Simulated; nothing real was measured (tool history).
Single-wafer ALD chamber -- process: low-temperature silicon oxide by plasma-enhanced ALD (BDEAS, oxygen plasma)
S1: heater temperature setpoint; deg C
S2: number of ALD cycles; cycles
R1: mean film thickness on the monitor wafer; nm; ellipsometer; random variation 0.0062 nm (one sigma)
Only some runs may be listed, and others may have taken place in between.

run 1 hour=0.0 | S1=115 S2=25 | R1=3.2862
run 2 hour=1.2 | S1=117 S2=24 | R1=3.1414
run 3 hour=6.9 | S1=112 S2=24 | R1=3.1747
run 4 hour=15.1 | S1=114 S2=23 | R1=3.0403
run 5 hour=21.0 | S1=114 S2=21 | R1=2.7710
run 6 hour=22.7 | S1=116 S2=21 | R1=2.7491
run 7 hour=28.2 | S1=118 S2=21 | R1=2.7476
run 8 hour=31.2 | S1=120 S2=21 | R1=2.7365

Run 9 is up next; what results do you expect?
run 9 hour=38.0 | S1=122 S2=21 | R1=?

Run 9 gave R1 2.7162 nm.

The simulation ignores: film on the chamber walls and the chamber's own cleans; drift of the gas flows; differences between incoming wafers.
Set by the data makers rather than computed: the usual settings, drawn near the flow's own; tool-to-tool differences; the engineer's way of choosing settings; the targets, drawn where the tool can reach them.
